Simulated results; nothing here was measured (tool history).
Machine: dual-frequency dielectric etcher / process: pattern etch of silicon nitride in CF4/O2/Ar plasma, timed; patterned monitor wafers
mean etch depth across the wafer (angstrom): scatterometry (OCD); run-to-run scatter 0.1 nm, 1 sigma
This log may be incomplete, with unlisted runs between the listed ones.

run	hour	source power (kW)	bias power (kW)	Ar flow (sccm)	CF4 flow (sccm)	etch time (s)	mean etch depth across the wafer (angstrom)
1	0	0.63	0.059	138	91	7.5	188.31
2	5.2	0.63	0.059	138	98	7.5	190.64
3	10.9	0.63	0.059	155	98	7.5	184.97
4	14.1	0.63	0.059	155	98	7	175.79
5	15.8	0.63	0.059	155	98	7	177.29
6	19.5	0.62	0.059	155	98	7	174.79
7	21.1	0.61	0.059	155	98	7	171.23

The next listed run, before its measurement:
8	22.2	0.6	0.059	155	98	7	?

Logged for run 8: mean etch depth across the wafer (angstrom) 165.87.
